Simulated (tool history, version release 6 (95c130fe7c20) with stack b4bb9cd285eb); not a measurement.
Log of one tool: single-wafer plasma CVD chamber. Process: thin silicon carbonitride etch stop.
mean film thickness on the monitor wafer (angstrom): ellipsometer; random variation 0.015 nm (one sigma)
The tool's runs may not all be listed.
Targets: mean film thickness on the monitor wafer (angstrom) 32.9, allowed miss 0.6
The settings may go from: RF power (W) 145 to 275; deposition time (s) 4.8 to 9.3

run  hour  RF power (W)  deposition time (s)  mean film thickness on the monitor wafer (angstrom)
  1     0           210                 7.05                                               40.003
  2   7.2           195                 6.76                                               37.434
  3  11.9           165                 6.76                                               35.936
  4  12.5           145                 6.76                                                 34.6
  5  15.4           145                 6.76                                                34.63
  6  16.6           175                 6.76                                                36.21
  7  22.3           170                 6.63                                               35.514
  8  24.4           150                 6.12                                               31.538

Which of these 5 next moves meets every target?
  A  26.5           165                 5.97                                                    ?
  B  26.5           165                 6.46                                                    ?
  C  26.5           150                 6.16                                                    ?
  D  26.5           145                 6.48                                                    ?
  E  26.5           155                    6                                                    ?

move  mean film thickness on the monitor wafer (angstrom)
   A                                               31.736
   B                                               34.341
   C                                               31.886
   D                                               33.228
   E                                               31.343
A: nearer than the last run, and not there yet
B: takes the result that was furthest off past its target
C: nearer than the last run, and not there yet
D: meets every target
E: further off than the last run
The right move is D.

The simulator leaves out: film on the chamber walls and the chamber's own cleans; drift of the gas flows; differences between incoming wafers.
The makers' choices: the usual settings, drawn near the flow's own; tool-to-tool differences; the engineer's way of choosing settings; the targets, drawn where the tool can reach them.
